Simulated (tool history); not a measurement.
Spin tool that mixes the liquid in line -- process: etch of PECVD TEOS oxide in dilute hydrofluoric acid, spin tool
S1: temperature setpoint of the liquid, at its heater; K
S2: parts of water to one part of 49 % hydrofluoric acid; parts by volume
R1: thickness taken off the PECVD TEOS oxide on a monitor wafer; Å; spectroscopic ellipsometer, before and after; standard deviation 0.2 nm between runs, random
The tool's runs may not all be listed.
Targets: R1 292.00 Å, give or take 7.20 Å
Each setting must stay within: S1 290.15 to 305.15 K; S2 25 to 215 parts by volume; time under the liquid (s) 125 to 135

Run 1, hour 0.0: S1 297.15 K, S2 120 parts by volume, time under the liquid (s) 125. Result: R1 198.29 Å.
Run 2, hour 7.6: S1 299.65 K, S2 115 parts by volume, time under the liquid (s) 125. Result: R1 233.48 Å.
Run 3, hour 11.4: S1 301.15 K, S2 115 parts by volume, time under the liquid (s) 125. Result: R1 243.40 Å.
Run 4, hour 16.1: S1 301.15 K, S2 150 parts by volume, time under the liquid (s) 125. Result: R1 179.83 Å.
Run 5, hour 18.0: S1 302.15 K, S2 140 parts by volume, time under the liquid (s) 125. Result: R1 203.85 Å.
Run 6, hour 25.8: S1 302.15 K, S2 125 parts by volume, time under the liquid (s) 125. Result: R1 231.06 Å.
Run 7, hour 27.0: S1 303.15 K, S2 120 parts by volume, time under the liquid (s) 125. Result: R1 248.95 Å.
Run 8, hour 32.6: S1 303.65 K, S2 115 parts by volume, time under the liquid (s) 125. Result: R1 268.85 Å.
Run 9, hour 34.9: S1 304.15 K, S2 115 parts by volume, time under the liquid (s) 125. Result: R1 273.25 Å.
Run 10, hour 37.0: S1 304.65 K, S2 115 parts by volume, time under the liquid (s) 125. Result: R1 278.50 Å.

Which single option among these 4 for the next run brings every result within its allowed miss of target? Just one does.
Run A, hour 39.1: S1 304.65 K, S2 120 parts by volume, time under the liquid (s) 125. Result: R1 ?.
Run B, hour 39.1: S1 303.15 K, S2 115 parts by volume, time under the liquid (s) 125. Result: R1 ?.
Run C, hour 39.1: S1 303.15 K, S2 125 parts by volume, time under the liquid (s) 135. Result: R1 ?.
Run D, hour 39.1: S1 304.15 K, S2 115 parts by volume, time under the liquid (s) 135. Result: R1 ?.

move      R1
   A  260.95
   B  259.54
   C  254.37
   D  290.82
A: misses by more than the last run did
B: misses by more than the last run did
C: misses by more than the last run did
D: each result inside its tolerance
Correct choice: D, which meets every target

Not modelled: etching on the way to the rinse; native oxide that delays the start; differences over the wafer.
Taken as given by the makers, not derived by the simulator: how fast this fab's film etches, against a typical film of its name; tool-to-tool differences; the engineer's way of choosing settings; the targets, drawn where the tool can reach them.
